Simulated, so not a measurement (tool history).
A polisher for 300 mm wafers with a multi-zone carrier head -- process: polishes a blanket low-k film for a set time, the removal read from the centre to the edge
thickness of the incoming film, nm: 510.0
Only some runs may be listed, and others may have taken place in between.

run,day,flow of slurry (ml/min),pressure of the head's centre zone,pressure of the head's middle zone,pressure of the head's edge zone,abrasive content of the slurry,polishing time (s),film removed at the wafer's centre (nm),film removed at mid-radius (nm),film removed at the wafer's edge (nm)
1,0.000,270,1.00,1.00,1.00,1.00,65,17.580,17.335,17.998
2,0.188,270,1.00,1.00,1.00,1.00,75,20.508,20.104,20.639
3,0.292,270,1.00,0.93,1.00,1.00,75,20.089,18.718,20.801
4,0.504,270,0.98,0.93,0.96,0.90,68,17.237,16.350,17.780
5,0.550,270,0.98,0.93,0.96,0.90,59,15.087,14.275,15.266
6,0.579,335,0.98,0.93,0.96,0.90,59,15.277,14.532,16.015
7,0.896,305,0.95,0.92,0.92,0.80,56,13.337,12.987,13.883
8,1.033,280,0.93,0.91,0.89,0.75,55,12.398,12.170,13.131

What does the tool deliver on the next run?
9,1.379,260,0.92,0.92,0.87,0.70,54,?,?,?

Run 9 produced film removed at the wafer's centre (nm) 11.576, film removed at mid-radius (nm) 11.724, film removed at the wafer's edge (nm) 12.170.
